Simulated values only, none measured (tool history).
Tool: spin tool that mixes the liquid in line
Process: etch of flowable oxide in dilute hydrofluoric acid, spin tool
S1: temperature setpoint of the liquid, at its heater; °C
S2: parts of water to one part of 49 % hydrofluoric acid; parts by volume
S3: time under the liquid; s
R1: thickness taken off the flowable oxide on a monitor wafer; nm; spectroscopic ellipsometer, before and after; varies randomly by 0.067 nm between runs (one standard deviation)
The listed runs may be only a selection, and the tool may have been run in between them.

run	hour	S1	S2	S3	R1
1	0	20	105	40	8.108
2	4.3	20	140	40	5.7991
3	8.4	23.5	140	40	6.6789
4	16.6	24.5	130	40	7.5913
5	19.5	25	120	40	8.3959
6	22.4	25	135	40	7.4457

Run 7 has not been measured yet. What should we expect?
7	25.4	25.5	125	40	?

R1: 8.2419 nm
